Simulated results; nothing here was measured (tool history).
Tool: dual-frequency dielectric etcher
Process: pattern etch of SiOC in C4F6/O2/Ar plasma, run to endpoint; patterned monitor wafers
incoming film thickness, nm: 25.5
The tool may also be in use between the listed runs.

run,hour,bias power (W),source power (W),endpoint time (s)
1,0.0,593,340,9.4594
2,4.9,492,340,10.6660
3,8.9,538,340,10.0060
4,15.9,471,340,10.8890
5,24.6,378,340,13.0390
6,32.8,378,380,12.3690

Run 7 comes next. What will it give?
7,40.2,496,440,?

{"run 7": {"endpoint time (s)": 9.4456}}
